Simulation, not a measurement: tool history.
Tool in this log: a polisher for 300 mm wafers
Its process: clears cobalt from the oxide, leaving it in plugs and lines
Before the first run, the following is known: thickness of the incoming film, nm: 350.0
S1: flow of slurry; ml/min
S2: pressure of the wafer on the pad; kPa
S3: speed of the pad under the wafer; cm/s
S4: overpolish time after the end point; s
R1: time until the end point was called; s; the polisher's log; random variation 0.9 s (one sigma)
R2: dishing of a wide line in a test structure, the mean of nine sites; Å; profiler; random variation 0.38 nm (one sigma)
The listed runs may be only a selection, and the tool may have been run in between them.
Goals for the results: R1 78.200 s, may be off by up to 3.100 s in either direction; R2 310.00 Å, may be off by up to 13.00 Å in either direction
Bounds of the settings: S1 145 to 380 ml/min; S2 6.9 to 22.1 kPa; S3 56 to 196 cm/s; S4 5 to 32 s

Run 1, hour 0.0: S1 245 ml/min, S2 14.5 kPa, S3 126 cm/s, S4 16 s. Result: R1 48.348 s, R2 640.19 Å.
Run 2, hour 8.4: S1 245 ml/min, S2 14.5 kPa, S3 126 cm/s, S4 22 s. Result: R1 48.647 s, R2 752.88 Å.
Run 3, hour 9.1: S1 245 ml/min, S2 12.4 kPa, S3 126 cm/s, S4 22 s. Result: R1 58.450 s, R2 698.13 Å.
Run 4, hour 13.9: S1 245 ml/min, S2 11.7 kPa, S3 122 cm/s, S4 18 s. Result: R1 61.108 s, R2 628.05 Å.
Run 5, hour 17.9: S1 245 ml/min, S2 9.0 kPa, S3 122 cm/s, S4 18 s. Result: R1 79.735 s, R2 541.87 Å.
Run 6, hour 22.9: S1 245 ml/min, S2 9.0 kPa, S3 122 cm/s, S4 13 s. Result: R1 80.191 s, R2 431.87 Å.
Run 7, hour 31.1: S1 240 ml/min, S2 9.0 kPa, S3 126 cm/s, S4 11 s. Result: R1 79.113 s, R2 395.73 Å.
Run 8, hour 37.4: S1 240 ml/min, S2 9.0 kPa, S3 128 cm/s, S4 10 s. Result: R1 77.475 s, R2 375.95 Å.
Run 9, hour 41.9: S1 235 ml/min, S2 9.0 kPa, S3 130 cm/s, S4 9 s. Result: R1 75.776 s, R2 341.48 Å.
Run 10, hour 49.3: S1 225 ml/min, S2 9.0 kPa, S3 130 cm/s, S4 9 s. Result: R1 77.202 s, R2 345.01 Å.
Run 11, hour 53.9: S1 215 ml/min, S2 9.0 kPa, S3 130 cm/s, S4 9 s. Result: R1 77.149 s, R2 351.62 Å.
Run 12, hour 57.0: S1 230 ml/min, S2 9.0 kPa, S3 130 cm/s, S4 5 s. Result: R1 75.194 s, R2 210.31 Å.
At hour 63.5: slurry nozzle cleaned.
Run 13, hour 63.5: S1 215 ml/min, S2 9.0 kPa, S3 134 cm/s, S4 5 s. Result: R1 71.992 s, R2 227.00 Å.
Run 14, hour 68.1: S1 230 ml/min, S2 9.0 kPa, S3 134 cm/s, S4 6 s. Result: R1 70.494 s, R2 264.35 Å.
Run 15, hour 74.7: S1 220 ml/min, S2 9.0 kPa, S3 134 cm/s, S4 7 s. Result: R1 71.486 s, R2 303.83 Å.
Run 16, hour 80.0: S1 215 ml/min, S2 8.3 kPa, S3 134 cm/s, S4 7 s. Result: R1 77.233 s, R2 277.40 Å.
Run 17, hour 88.9: S1 220 ml/min, S2 8.3 kPa, S3 134 cm/s, S4 7 s. Result: R1 77.160 s, R2 281.39 Å.

Which one of the following 5 next-run settings gets every result inside its allowed miss? There is exactly one.
Run A, hour 97.8: S1 230 ml/min, S2 6.9 kPa, S3 158 cm/s, S4 8 s. Result: R1 ?, R2 ?.
Run B, hour 97.8: S1 210 ml/min, S2 8.3 kPa, S3 134 cm/s, S4 7 s. Result: R1 ?, R2 ?.
Run C, hour 97.8: S1 230 ml/min, S2 8.3 kPa, S3 130 cm/s, S4 7 s. Result: R1 ?, R2 ?.
Run D, hour 97.8: S1 175 ml/min, S2 8.3 kPa, S3 154 cm/s, S4 8 s. Result: R1 ?, R2 ?.
Run E, hour 97.8: S1 215 ml/min, S2 6.9 kPa, S3 138 cm/s, S4 8 s. Result: R1 ?, R2 ?.

move      R1      R2
   A  78.478  309.86
   B  77.056  282.22
   C  78.130  279.06
   D  70.295  337.77
   E  88.974  280.00
A: each result inside its tolerance
B: neither nearer nor further off than the last run
C: its largest miss is bigger than the last run's
D: pushes the last run's worst result past its target
E: its largest miss is bigger than the last run's
Correct choice: A, which meets every target

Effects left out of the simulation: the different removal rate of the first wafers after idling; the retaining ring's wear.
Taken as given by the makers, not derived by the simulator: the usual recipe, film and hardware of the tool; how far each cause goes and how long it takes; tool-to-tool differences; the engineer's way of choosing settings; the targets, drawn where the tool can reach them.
